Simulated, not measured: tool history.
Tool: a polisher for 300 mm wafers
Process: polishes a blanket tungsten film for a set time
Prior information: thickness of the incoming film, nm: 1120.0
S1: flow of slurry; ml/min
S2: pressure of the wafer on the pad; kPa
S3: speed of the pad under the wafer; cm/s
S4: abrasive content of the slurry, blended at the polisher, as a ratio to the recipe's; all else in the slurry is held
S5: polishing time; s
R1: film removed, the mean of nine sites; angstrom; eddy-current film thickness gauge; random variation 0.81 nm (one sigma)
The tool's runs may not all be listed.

run 1 hour=0 | S1=140 S2=17.2 S3=112 S4=1 S5=27 | R1=777.12
run 2 hour=4.6 | S1=140 S2=15.9 S3=112 S4=1 S5=27 | R1=732.4
run 3 hour=11.5 | S1=140 S2=14.5 S3=112 S4=1 S5=27 | R1=664.52
run 4 hour=17.4 | S1=140 S2=14.5 S3=126 S4=1 S5=27 | R1=735.82
run 5 hour=25 | S1=140 S2=14.5 S3=140 S4=1 S5=27 | R1=818.05
run 6 hour=31.9 | S1=140 S2=14.5 S3=140 S4=1.2 S5=27 | R1=846.12
run 7 hour=40.7 | S1=140 S2=13.1 S3=140 S4=1.2 S5=27 | R1=780.83
run 8 hour=42.5 | S1=135 S2=8.3 S3=138 S4=1.2 S5=27 | R1=496.41

Expected results for the next run?
run 9 hour=51.2 | S1=140 S2=8.3 S3=138 S4=1.2 S5=27 | R1=?

R1: 487.55 angstrom
